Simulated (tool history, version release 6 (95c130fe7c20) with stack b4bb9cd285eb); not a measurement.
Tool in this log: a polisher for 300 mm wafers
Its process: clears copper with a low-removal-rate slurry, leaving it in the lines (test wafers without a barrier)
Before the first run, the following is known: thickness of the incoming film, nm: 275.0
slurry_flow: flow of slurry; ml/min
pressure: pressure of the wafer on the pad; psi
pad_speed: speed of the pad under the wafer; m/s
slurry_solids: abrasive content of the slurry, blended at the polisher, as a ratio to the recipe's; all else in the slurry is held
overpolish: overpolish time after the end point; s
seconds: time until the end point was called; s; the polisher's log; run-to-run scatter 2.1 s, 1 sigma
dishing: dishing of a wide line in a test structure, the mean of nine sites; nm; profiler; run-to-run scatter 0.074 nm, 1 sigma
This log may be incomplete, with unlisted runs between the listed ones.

run    day  slurry_flow  pressure  pad_speed  slurry_solids  overpolish  seconds  dishing
  1      0          180       2.7       1.04              1          19   105.81   31.546
  2  0.071          185       2.5          1              1          17   115.13   25.995
  3  0.354          200       2.3       0.92            1.1          15   125.47   21.311
  4  0.704          175       2.3       0.92            1.1          15   128.28   21.045
  5  0.958          195       2.1       0.84           1.15          13    148.1   16.395
  6  1.146          195       2.1       1.04           1.15          13   122.59   19.018
  7  1.254          210         2       0.96            1.2          12   139.05   15.752
  8  1.492          225       1.9       0.94           1.25          11   142.94   14.298
  9  1.625          235       1.8       0.92            1.3          10   151.39   12.215
 10  1.675          245       1.7       0.92           1.35           9   158.99   10.869
 11  1.967          245       1.7       0.92           1.35           9   156.39   11.041
 12  2.083          235       1.3        0.8           1.35           6   224.43   5.1571
 13  2.433          220       1.4       0.82            1.4           6   202.35   5.6617

For run 14, what comes out?
 14  2.467          220       1.5       0.84           1.45           6        ?        ?

{"run 14": {"seconds": 187.12, "dishing": 6.3778}}

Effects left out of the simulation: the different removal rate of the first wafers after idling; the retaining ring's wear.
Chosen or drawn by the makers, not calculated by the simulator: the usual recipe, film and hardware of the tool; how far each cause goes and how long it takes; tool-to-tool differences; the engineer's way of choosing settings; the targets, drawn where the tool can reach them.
